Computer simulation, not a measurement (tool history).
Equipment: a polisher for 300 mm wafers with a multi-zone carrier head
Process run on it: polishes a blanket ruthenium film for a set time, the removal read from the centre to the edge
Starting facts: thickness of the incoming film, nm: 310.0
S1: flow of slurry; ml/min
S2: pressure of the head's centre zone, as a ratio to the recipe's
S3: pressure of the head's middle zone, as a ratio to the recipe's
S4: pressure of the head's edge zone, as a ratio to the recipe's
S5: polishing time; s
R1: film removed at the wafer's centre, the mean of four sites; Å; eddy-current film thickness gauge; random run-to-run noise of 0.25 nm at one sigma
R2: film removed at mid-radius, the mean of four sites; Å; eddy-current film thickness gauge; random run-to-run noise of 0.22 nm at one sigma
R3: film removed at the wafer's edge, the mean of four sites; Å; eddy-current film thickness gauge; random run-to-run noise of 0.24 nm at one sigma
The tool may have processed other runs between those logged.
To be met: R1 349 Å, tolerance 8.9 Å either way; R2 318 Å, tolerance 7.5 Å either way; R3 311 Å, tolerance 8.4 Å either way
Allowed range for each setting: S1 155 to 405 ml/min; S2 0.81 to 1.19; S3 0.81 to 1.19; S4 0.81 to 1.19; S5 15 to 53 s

run  hour   S1    S2    S3    S4  S5      R1      R2      R3
  1     0  260     1     1     1  34   240.9  246.53  239.76
  2   1.4  275  1.05  1.02  1.04  35  257.33     255   254.8
  3   6.3  275  1.05  1.02  0.98  35  263.86  255.83  250.22
  4  12.5  275  0.97  1.02  0.98  35   241.1  254.22  249.55
  5  16.6  295  1.03  1.04     1  36  263.57  268.68  258.28
  6  24.2  295  1.07  1.05  1.02  37  281.24  276.17  266.65
  7  28.4  300   1.1  1.06  1.04  38  298.29  282.91  276.07
  8    29  305  1.12  1.07  1.06  39  308.55  297.84  281.19
  9  36.6  310  1.13  1.06  1.08  40  322.13  302.71  293.41
 10  44.9  315  1.14  1.06  1.09  40   324.1  301.27  294.26
 11  52.5  320  1.15  1.06   1.1  40  328.28  302.92  297.62
 12  58.5  330  1.16  1.07  1.11  40  327.69  301.11  301.81
 13  60.6  335  1.17  1.08  1.11  40  338.66  304.68  302.18
 14  64.9  380  1.17  1.11  1.14  40  336.89  315.71  303.88

5 next moves are on the table. One of them brings every result within its allowed miss. Which?
  A  69.2  280  1.16  1.14  1.05  43   ?   ?   ?
  B  69.2  405  1.17   1.1  1.14  43   ?   ?   ?
  C  69.2  385  1.19  1.09  1.15  43   ?   ?   ?
  D  69.2  395  1.14  1.04  1.03  42   ?   ?   ?
  E  69.2  365  1.09  1.03  1.19  42   ?   ?   ?

move      R1      R2      R3
   A  351.32  336.26  310.64
   B  367.32  340.74  329.16
   C  371.14  337.66  329.35
   D  350.03  322.04  308.93
   E   334.5  318.35  325.24
A: the furthest-off result lands on target, but another misses its tolerance
B: takes the result that was furthest off past its target
C: takes the result that was furthest off past its target
D: every result lands within tolerance
E: the biggest miss grows against the last run
Answer: D
